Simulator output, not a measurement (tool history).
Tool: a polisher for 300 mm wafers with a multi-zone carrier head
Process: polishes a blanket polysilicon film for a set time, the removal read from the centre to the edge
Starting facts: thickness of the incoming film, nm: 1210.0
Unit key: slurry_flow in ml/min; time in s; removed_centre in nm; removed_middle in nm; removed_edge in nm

run	hour	slurry_flow	centre_zone	middle_zone	edge_zone	time	removed_centre	removed_middle	removed_edge
1	0	245	1	1	1	49	495.72	442.54	444.83
2	5.9	245	1	1	1.07	49	492.82	440.52	468.63
3	13.2	245	1	1	1.07	40	403.99	364.62	379.01
4	18.2	280	1	1	1.07	40	407.6	370.78	379.87
5	22.7	280	1	0.96	1.07	40	409.27	358.88	388.35
6	27.5	280	0.99	0.97	1.05	39	398.22	341.44	367.94
7	33.4	280	0.97	0.99	1.03	38	370.91	350.79	359.38
8	35.2	280	0.97	0.99	1.01	37	369.8	336.23	337.2

What does the tool deliver on the next run?
# hour 38.8: centre zone pressure recalibrated
9	38.8	280	0.96	0.99	0.99	37	?	?	?

{"run 9": {"removed_centre": 327.73, "removed_middle": 335.13, "removed_edge": 338.69}}
